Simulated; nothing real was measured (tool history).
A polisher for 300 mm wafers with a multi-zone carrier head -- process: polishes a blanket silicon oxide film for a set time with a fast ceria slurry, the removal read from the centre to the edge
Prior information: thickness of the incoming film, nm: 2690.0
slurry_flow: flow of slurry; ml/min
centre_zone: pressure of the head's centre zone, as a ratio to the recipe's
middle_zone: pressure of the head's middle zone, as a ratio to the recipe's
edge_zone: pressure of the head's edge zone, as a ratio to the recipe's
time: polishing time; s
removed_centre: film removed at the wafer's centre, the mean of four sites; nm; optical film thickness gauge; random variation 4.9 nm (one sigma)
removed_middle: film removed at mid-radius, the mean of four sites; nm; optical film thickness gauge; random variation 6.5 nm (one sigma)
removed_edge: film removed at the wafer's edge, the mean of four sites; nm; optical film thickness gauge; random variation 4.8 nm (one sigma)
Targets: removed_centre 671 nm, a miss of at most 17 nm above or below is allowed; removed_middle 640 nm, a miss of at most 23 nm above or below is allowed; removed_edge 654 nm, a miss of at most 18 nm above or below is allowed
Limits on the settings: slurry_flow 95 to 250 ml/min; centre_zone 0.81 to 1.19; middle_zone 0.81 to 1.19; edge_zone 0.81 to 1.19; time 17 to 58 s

Run 1, hour 0: slurry_flow 160 ml/min, centre_zone 1, middle_zone 1, edge_zone 1, time 37 s. Result: removed_centre 427.97 nm, removed_middle 431.33 nm, removed_edge 438.05 nm.
Run 2, hour 3.5: slurry_flow 160 ml/min, centre_zone 0.95, middle_zone 1, edge_zone 1, time 37 s. Result: removed_centre 400.44 nm, removed_middle 425.21 nm, removed_edge 435.76 nm.
Run 3, hour 12.2: slurry_flow 160 ml/min, centre_zone 0.95, middle_zone 1, edge_zone 1, time 28 s. Result: removed_centre 308.22 nm, removed_middle 322.78 nm, removed_edge 329.94 nm.
Run 4, hour 15.9: slurry_flow 160 ml/min, centre_zone 0.95, middle_zone 1.07, edge_zone 1, time 28 s. Result: removed_centre 305.63 nm, removed_middle 340.62 nm, removed_edge 332.01 nm.
Run 5, hour 21.6: slurry_flow 160 ml/min, centre_zone 1, middle_zone 1.07, edge_zone 1, time 28 s. Result: removed_centre 322.59 nm, removed_middle 340.6 nm, removed_edge 336.6 nm.
Run 6, hour 28: slurry_flow 160 ml/min, centre_zone 1, middle_zone 1.07, edge_zone 0.96, time 28 s. Result: removed_centre 325.3 nm, removed_middle 348.89 nm, removed_edge 327.34 nm.
Run 7, hour 35.3: slurry_flow 175 ml/min, centre_zone 1.05, middle_zone 1.1, edge_zone 1.01, time 33 s. Result: removed_centre 401.6 nm, removed_middle 421.58 nm, removed_edge 403.16 nm.
Run 8, hour 37.7: slurry_flow 190 ml/min, centre_zone 1.09, middle_zone 1.11, edge_zone 1.05, time 36 s. Result: removed_centre 460.37 nm, removed_middle 465.04 nm, removed_edge 448.06 nm.
Run 9, hour 46.1: slurry_flow 195 ml/min, centre_zone 1.11, middle_zone 1.11, edge_zone 1.08, time 39 s. Result: removed_centre 499.9 nm, removed_middle 511.99 nm, removed_edge 484.86 nm.
Run 10, hour 48.4: slurry_flow 195 ml/min, centre_zone 1.11, middle_zone 1.11, edge_zone 1.08, time 39 s. Result: removed_centre 502.41 nm, removed_middle 504.86 nm, removed_edge 494.21 nm.
At hour 51.8: edge zone pressure recalibrated.
Run 11, hour 51.8: slurry_flow 205 ml/min, centre_zone 1.13, middle_zone 1.11, edge_zone 1.11, time 41 s. Result: removed_centre 538.63 nm, removed_middle 537.43 nm, removed_edge 502.98 nm.
Run 12, hour 54.5: slurry_flow 180 ml/min, centre_zone 1.14, middle_zone 1.11, edge_zone 1.07, time 44 s. Result: removed_centre 568.68 nm, removed_middle 566.75 nm, removed_edge 525.23 nm.
Run 13, hour 62.1: slurry_flow 200 ml/min, centre_zone 1.13, middle_zone 1.09, edge_zone 1.1, time 45 s. Result: removed_centre 592.73 nm, removed_middle 581.68 nm, removed_edge 543.71 nm.
Run 14, hour 69.2: slurry_flow 185 ml/min, centre_zone 1.11, middle_zone 1.06, edge_zone 1.13, time 48 s. Result: removed_centre 615.72 nm, removed_middle 597.19 nm, removed_edge 584.79 nm.
Run 15, hour 75.3: slurry_flow 185 ml/min, centre_zone 1.11, middle_zone 1.06, edge_zone 1.13, time 48 s. Result: removed_centre 607.78 nm, removed_middle 593.68 nm, removed_edge 580.71 nm.
Run 16, hour 81.9: slurry_flow 195 ml/min, centre_zone 1.1, middle_zone 1.04, edge_zone 1.15, time 49 s. Result: removed_centre 634.39 nm, removed_middle 609.08 nm, removed_edge 607.43 nm.
Run 17, hour 85.7: slurry_flow 205 ml/min, centre_zone 1.09, middle_zone 1.03, edge_zone 1.16, time 49 s. Result: removed_centre 628.32 nm, removed_middle 611.92 nm, removed_edge 613.51 nm.
Run 18, hour 91.7: slurry_flow 215 ml/min, centre_zone 1.09, middle_zone 1.02, edge_zone 1.17, time 49 s. Result: removed_centre 628.3 nm, removed_middle 616.32 nm, removed_edge 620.28 nm.
Run 19, hour 97: slurry_flow 220 ml/min, centre_zone 1.09, middle_zone 1.01, edge_zone 1.18, time 49 s. Result: removed_centre 635.26 nm, removed_middle 607.46 nm, removed_edge 624.61 nm.
Run 20, hour 105: slurry_flow 225 ml/min, centre_zone 1.09, middle_zone 1.01, edge_zone 1.18, time 49 s. Result: removed_centre 626.91 nm, removed_middle 600.79 nm, removed_edge 628.63 nm.
Run 21, hour 112.7: slurry_flow 230 ml/min, centre_zone 1.1, middle_zone 1.02, edge_zone 1.18, time 49 s. Result: removed_centre 648.93 nm, removed_middle 613.27 nm, removed_edge 626.7 nm.
Run 22, hour 121.1: slurry_flow 235 ml/min, centre_zone 1.1, middle_zone 1.02, edge_zone 1.18, time 49 s. Result: removed_centre 642.73 nm, removed_middle 614.75 nm, removed_edge 632.78 nm.

Which of these 5 next moves meets every target?
Run A, hour 129.5: slurry_flow 245 ml/min, centre_zone 1.08, middle_zone 1.01, edge_zone 1.16, time 51 s. Result: removed_centre ?, removed_middle ?, removed_edge ?.
Run B, hour 129.5: slurry_flow 175 ml/min, centre_zone 1.1, middle_zone 1.06, edge_zone 1.07, time 52 s. Result: removed_centre ?, removed_middle ?, removed_edge ?.
Run C, hour 129.5: slurry_flow 160 ml/min, centre_zone 1.14, middle_zone 0.94, edge_zone 1.19, time 54 s. Result: removed_centre ?, removed_middle ?, removed_edge ?.
Run D, hour 129.5: slurry_flow 230 ml/min, centre_zone 1.07, middle_zone 0.87, edge_zone 1.14, time 52 s. Result: removed_centre ?, removed_middle ?, removed_edge ?.
Run E, hour 129.5: slurry_flow 240 ml/min, centre_zone 1.01, middle_zone 1.03, edge_zone 1.19, time 51 s. Result: removed_centre ?, removed_middle ?, removed_edge ?.

move  removed_centre  removed_middle  removed_edge
   A          662.52          630.97         656.5
   B          648.55          637.06        622.77
   C          679.13          589.36        669.94
   D          664.13          565.59        661.55
   E          627.52          639.77         662.5
A: all results in spec
B: roughly where the last run was
C: corrects the largest miss of the last run, while another result sits out of spec
D: corrects the largest miss of the last run, while another result sits out of spec
E: misses by more than the last run did
The move that meets every target is A.
